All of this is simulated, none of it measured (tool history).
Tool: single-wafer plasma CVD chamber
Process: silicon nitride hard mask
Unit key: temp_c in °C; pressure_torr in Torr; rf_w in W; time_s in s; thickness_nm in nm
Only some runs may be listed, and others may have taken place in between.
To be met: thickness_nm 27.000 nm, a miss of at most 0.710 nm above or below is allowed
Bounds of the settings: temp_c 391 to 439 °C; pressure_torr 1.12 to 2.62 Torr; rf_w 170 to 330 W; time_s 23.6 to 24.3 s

run  hour  temp_c  pressure_torr  rf_w  time_s  thickness_nm
  1   0.0     415           1.87   250    23.6        23.274
  2   7.6     415           1.87   250    23.6        23.310
  3  12.3     415           1.87   250    24.3        23.868
  4  13.9     415           1.93   255    24.3        24.479
  5  16.4     415           1.62   255    24.3        23.225
  6  17.1     415           1.70   260    24.3        24.014
  7  23.0     415           1.76   260    24.3        24.018
  8  29.3     415           1.82   265    24.3        24.708
  9  31.3     415           1.87   265    24.3        24.869
 10  36.9     415           1.91   265    24.3        25.257

Next run, 4 choices. One meets every target within its allowed miss, the rest don't. Which?
  A  42.5     420           2.18   275    24.3             ?
  B  42.5     416           2.07   250    23.6             ?
  C  42.5     409           1.86   245    24.0             ?
  D  42.5     425           1.97   250    23.6             ?

move  thickness_nm
   A        26.730
   B        23.809
   C        23.129
   D        23.380
A: in spec on every target
B: lands further from the targets than the last run did
C: lands further from the targets than the last run did
D: lands further from the targets than the last run did
Move A is the one to make.
